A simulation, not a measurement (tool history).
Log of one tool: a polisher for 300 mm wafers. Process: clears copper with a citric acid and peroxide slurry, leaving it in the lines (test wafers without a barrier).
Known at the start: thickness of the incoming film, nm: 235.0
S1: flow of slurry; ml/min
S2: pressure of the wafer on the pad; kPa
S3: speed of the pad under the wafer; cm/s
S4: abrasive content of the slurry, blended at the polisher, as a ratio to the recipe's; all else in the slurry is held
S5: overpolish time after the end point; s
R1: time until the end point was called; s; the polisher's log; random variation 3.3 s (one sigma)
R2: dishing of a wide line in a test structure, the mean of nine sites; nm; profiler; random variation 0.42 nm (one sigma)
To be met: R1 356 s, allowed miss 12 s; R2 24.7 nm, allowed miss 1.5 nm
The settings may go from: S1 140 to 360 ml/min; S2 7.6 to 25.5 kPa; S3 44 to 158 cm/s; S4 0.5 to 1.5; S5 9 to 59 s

run  hour   S1    S2   S3    S4  S5      R1      R2
  1     0  230  16.5  100     1  30  138.91  39.875
  2     9  230  16.5   76     1  30  168.66  35.751
  3  11.1  230  15.2   72     1  31   184.7  31.385
  4  14.3  225  13.8   68  0.95  34  213.37  31.145
  5  18.7  225  13.8   68  0.85  34  222.11  29.739
  6  27.2  225  13.1   66  0.85  36  236.12  28.898
  7  32.4  225  12.4   64  0.85  38  248.23   29.44
  8    36  225  11.7   62  0.85  39  269.89  27.914
  9  40.2  225    11   62  0.85  40  289.32  27.423
 10  47.7  225  10.3   62  0.85  40  305.91  25.672
 11  49.5  225  10.3   62  0.85  41  306.77  26.125
 12  54.9  225  10.3   62  0.85  42  300.06  26.624
 13  62.3  215   7.6   62  0.85  46  413.05  21.996
 14  70.6  225   7.6   62  0.85  46  407.22  22.072
 15    75  230   7.6   62  0.85  46  401.47   22.22

Which of these 5 next moves meets every target?
  A  79.4  230  9.7  66  0.65  42   ?   ?
  B  79.4  245  8.3  46  0.75  54   ?   ?
  C  79.4  295  8.3  76  0.55  47   ?   ?
  D  79.4  235  7.6  66   0.8  57   ?   ?
  E  79.4  255    9  74  0.65  43   ?   ?

move      R1      R2
   A  336.56  24.834
   B  449.71  23.849
   C  362.62  25.458
   D  401.28  27.451
   E  334.21  25.408
A: takes the result that was furthest off past its target
B: further off than the last run
C: meets every target
D: as far off as the last run
E: takes the result that was furthest off past its target
Move C is the one to make.

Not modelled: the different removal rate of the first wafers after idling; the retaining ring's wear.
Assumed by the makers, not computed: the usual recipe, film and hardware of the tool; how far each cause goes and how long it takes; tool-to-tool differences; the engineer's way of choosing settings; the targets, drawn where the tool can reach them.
